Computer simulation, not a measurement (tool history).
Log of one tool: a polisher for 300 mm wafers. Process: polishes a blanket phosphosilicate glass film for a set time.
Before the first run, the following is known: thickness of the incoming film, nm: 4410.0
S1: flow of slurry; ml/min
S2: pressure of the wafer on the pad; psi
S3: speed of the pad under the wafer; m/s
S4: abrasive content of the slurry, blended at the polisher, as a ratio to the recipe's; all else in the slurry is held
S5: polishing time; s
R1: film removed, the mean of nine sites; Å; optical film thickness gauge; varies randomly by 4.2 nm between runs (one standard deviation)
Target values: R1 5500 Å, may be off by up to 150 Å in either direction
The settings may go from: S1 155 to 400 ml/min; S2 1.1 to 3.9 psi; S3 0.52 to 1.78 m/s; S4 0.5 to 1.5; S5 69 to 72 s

| run | hour | S1 | S2 | S3 | S4 | S5 | R1 |
|---|---|---|---|---|---|---|---|
| 1 | 0 | 255 | 2.5 | 1.14 | 1 | 69 | 4444.5 |
| 2 | 7.3 | 255 | 2.5 | 1.14 | 0.85 | 69 | 4047.7 |
| 3 | 11.8 | 260 | 2.7 | 1.14 | 0.85 | 69 | 4449.2 |
| 4 | 14.4 | 260 | 2.7 | 1.14 | 0.95 | 69 | 4670.8 |
| 5 | 20.2 | 290 | 2.7 | 1.14 | 0.95 | 69 | 4742.1 |
| 6 | 25.3 | 295 | 2.8 | 1.14 | 0.95 | 69 | 4919.5 |
| 7 | 30.4 | 295 | 2.9 | 1.14 | 0.95 | 69 | 5117.5 |
| 8 | 37.4 | 295 | 3 | 1.14 | 0.95 | 69 | 5251.1 |
| 9 | 41.7 | 300 | 3 | 1.14 | 0.95 | 69 | 5281.6 |

Of the 5 settings listed for the next run, only one would bring every result within its allowed miss of target. Which one?
| A | 46 | 220 | 2.4 | 1.42 | 0.9 | 72 | ? |
| B | 46 | 280 | 3.1 | 1.24 | 0.8 | 69 | ? |
| C | 46 | 300 | 2.6 | 1.32 | 0.8 | 72 | ? |
| D | 46 | 280 | 3.2 | 1 | 0.9 | 72 | ? |
| E | 46 | 325 | 2.8 | 1.32 | 0.85 | 72 | ? |

| move | R1 |
|---|---|
| A | 4863.7 |
| B | 5242.8 |
| C | 4852.8 |
| D | 5136.5 |
| E | 5414.5 |
A: misses by more than the last run did
B: misses by more than the last run did
C: misses by more than the last run did
D: misses by more than the last run did
E: all results in spec
Go with E: it meets all targets.
